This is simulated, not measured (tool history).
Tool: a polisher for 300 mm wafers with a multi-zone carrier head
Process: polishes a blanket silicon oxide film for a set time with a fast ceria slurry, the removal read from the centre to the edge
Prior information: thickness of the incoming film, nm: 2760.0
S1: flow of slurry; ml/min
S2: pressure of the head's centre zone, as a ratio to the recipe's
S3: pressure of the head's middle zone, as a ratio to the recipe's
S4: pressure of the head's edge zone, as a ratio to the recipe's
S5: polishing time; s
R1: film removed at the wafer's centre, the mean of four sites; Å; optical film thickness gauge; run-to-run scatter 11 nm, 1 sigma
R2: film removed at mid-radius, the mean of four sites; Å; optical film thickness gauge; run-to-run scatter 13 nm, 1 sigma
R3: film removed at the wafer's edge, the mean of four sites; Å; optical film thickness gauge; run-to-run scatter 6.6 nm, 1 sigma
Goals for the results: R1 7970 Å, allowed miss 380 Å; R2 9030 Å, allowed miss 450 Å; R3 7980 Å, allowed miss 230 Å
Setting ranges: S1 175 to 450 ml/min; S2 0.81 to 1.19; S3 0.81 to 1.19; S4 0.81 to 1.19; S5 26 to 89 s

| run | hour | S1 | S2 | S3 | S4 | S5 | R1 | R2 | R3 |
|---|---|---|---|---|---|---|---|---|---|
| 1 | 0 | 290 | 1 | 1 | 1 | 57 | 12097 | 11370 | 10780 |
| 2 | 7.9 | 285 | 0.97 | 1 | 0.98 | 54 | 11071 | 10781 | 10338 |
| 3 | 9.1 | 285 | 0.97 | 0.93 | 0.98 | 54 | 11316 | 9966.6 | 10153 |
| 4 | 13.3 | 285 | 0.95 | 0.96 | 0.96 | 51 | 10214 | 9621.1 | 9522.2 |
| 5 | 20.4 | 285 | 0.94 | 0.98 | 0.94 | 49 | 9620.2 | 9600 | 9041.9 |
| 6 | 27.6 | 285 | 0.92 | 0.98 | 0.92 | 48 | 9393.6 | 8926.6 | 8830.2 |
|  | 31.5 | centre zone pressure recalibrated |
| 7 | 31.5 | 265 | 0.85 | 1.08 | 0.94 | 41 | 6830.3 | 8583.9 | 7552.9 |
| 8 | 38.7 | 275 | 0.87 | 1.08 | 0.95 | 41 | 7072.6 | 8499.6 | 7611.7 |
| 9 | 43.7 | 280 | 0.88 | 1.08 | 0.96 | 41 | 7029.7 | 8359.3 | 7739.8 |
| 10 | 44.5 | 290 | 0.98 | 1.15 | 0.93 | 43 | 8504.3 | 9411.7 | 7896.6 |

Exactly one of the 5 candidate moves below puts every result within its allowed miss. Which one?
| A | 45.3 | 390 | 1.03 | 0.97 | 0.98 | 41 | ? | ? | ? |
| B | 45.3 | 340 | 0.99 | 1.15 | 1.05 | 40 | ? | ? | ? |
| C | 45.3 | 350 | 1.07 | 1.06 | 0.94 | 42 | ? | ? | ? |
| D | 45.3 | 280 | 1.03 | 1.09 | 0.87 | 43 | ? | ? | ? |
| E | 45.3 | 320 | 1.06 | 1.18 | 0.81 | 44 | ? | ? | ? |

| move | R1 | R2 | R3 |
|---|---|---|---|
| A | 8591.8 | 8194.7 | 7837.7 |
| B | 7976 | 9150 | 7827.6 |
| C | 9073.1 | 8977 | 7815.1 |
| D | 8763.7 | 9245.2 | 7611.3 |
| E | 9351.6 | 10242 | 7601.4 |
A: lands further from the targets than the last run did
B: every result within its allowed miss
C: lands further from the targets than the last run did
D: lands further from the targets than the last run did
E: lands further from the targets than the last run did
Move B is the one to make.
